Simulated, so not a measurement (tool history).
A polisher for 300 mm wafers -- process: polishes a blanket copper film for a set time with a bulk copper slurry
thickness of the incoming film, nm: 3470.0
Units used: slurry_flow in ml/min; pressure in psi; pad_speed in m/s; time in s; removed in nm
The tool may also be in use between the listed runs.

{"run": 1, "day": 0.0, "slurry_flow": 195, "pressure": 1.9, "pad_speed": 1.42, "slurry_solids": 1.0, "time": 67, "removed": 635.82}
{"run": 2, "day": 0.312, "slurry_flow": 240, "pressure": 1.9, "pad_speed": 1.42, "slurry_solids": 1.0, "time": 67, "removed": 648.99}
{"run": 3, "day": 0.562, "slurry_flow": 240, "pressure": 1.9, "pad_speed": 1.7, "slurry_solids": 1.0, "time": 67, "removed": 793.91}
{"run": 4, "day": 0.858, "slurry_flow": 240, "pressure": 1.9, "pad_speed": 2.04, "slurry_solids": 1.0, "time": 67, "removed": 939.66}
{"run": 5, "day": 1.008, "slurry_flow": 235, "pressure": 1.7, "pad_speed": 1.82, "slurry_solids": 0.95, "time": 67, "removed": 771.09}
{"run": 6, "day": 1.175, "slurry_flow": 235, "pressure": 1.7, "pad_speed": 1.82, "slurry_solids": 0.75, "time": 67, "removed": 748.44}
{"run": 7, "day": 1.462, "slurry_flow": 230, "pressure": 1.5, "pad_speed": 1.64, "slurry_solids": 0.75, "time": 67, "removed": 630.5}

For run 8, what comes out?
{"run": 8, "day": 1.504, "slurry_flow": 215, "pressure": 0.9, "pad_speed": 1.24, "slurry_solids": 0.6, "time": 67, "removed": "?"}

Logged for run 8: removed 366.46 nm.
